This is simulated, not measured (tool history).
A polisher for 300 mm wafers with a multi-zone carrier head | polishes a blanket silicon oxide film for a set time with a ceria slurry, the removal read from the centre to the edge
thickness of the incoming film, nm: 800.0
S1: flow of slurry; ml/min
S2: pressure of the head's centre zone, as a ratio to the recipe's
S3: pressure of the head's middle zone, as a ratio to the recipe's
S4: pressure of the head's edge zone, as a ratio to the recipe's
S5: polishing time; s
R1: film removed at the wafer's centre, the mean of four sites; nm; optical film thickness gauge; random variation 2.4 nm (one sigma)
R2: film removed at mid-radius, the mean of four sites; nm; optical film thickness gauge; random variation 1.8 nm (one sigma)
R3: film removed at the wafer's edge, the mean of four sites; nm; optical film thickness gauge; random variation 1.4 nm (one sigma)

Run 1, hour 0.0: S1 290 ml/min, S2 1.00, S3 1.00, S4 1.00, S5 49 s. Result: R1 244.05 nm, R2 249.00 nm, R3 248.61 nm.
Run 2, hour 5.5: S1 290 ml/min, S2 1.00, S3 1.00, S4 1.00, S5 55 s. Result: R1 273.55 nm, R2 276.77 nm, R3 276.36 nm.
Run 3, hour 6.5: S1 290 ml/min, S2 1.00, S3 1.04, S4 1.00, S5 55 s. Result: R1 281.53 nm, R2 283.41 nm, R3 279.49 nm.
Run 4, hour 8.4: S1 285 ml/min, S2 0.96, S3 1.01, S4 0.96, S5 49 s. Result: R1 234.90 nm, R2 249.51 nm, R3 243.19 nm.
Run 5, hour 9.9: S1 285 ml/min, S2 0.93, S3 1.01, S4 0.96, S5 49 s. Result: R1 221.60 nm, R2 251.48 nm, R3 239.43 nm.
Run 6, hour 17.7: S1 280 ml/min, S2 0.92, S3 0.98, S4 0.93, S5 46 s. Result: R1 213.26 nm, R2 228.27 nm, R3 224.67 nm.
Run 7, hour 23.3: S1 265 ml/min, S2 0.83, S3 1.01, S4 0.88, S5 35 s. Result: R1 141.19 nm, R2 175.92 nm, R3 166.19 nm.
Run 8, hour 30.7: S1 265 ml/min, S2 0.83, S3 1.01, S4 0.88, S5 35 s. Result: R1 138.76 nm, R2 174.87 nm, R3 165.06 nm.
Run 9, hour 37.7: S1 285 ml/min, S2 0.86, S3 1.02, S4 0.91, S5 35 s. Result: R1 150.05 nm, R2 180.50 nm, R3 169.11 nm.

Forecast run 10:
Run 10, hour 46.6: S1 305 ml/min, S2 0.87, S3 1.02, S4 0.94, S5 35 s. Result: R1 ?, R2 ?, R3 ?.

R1: 153.68 nm
R2: 181.68 nm
R3: 173.09 nm

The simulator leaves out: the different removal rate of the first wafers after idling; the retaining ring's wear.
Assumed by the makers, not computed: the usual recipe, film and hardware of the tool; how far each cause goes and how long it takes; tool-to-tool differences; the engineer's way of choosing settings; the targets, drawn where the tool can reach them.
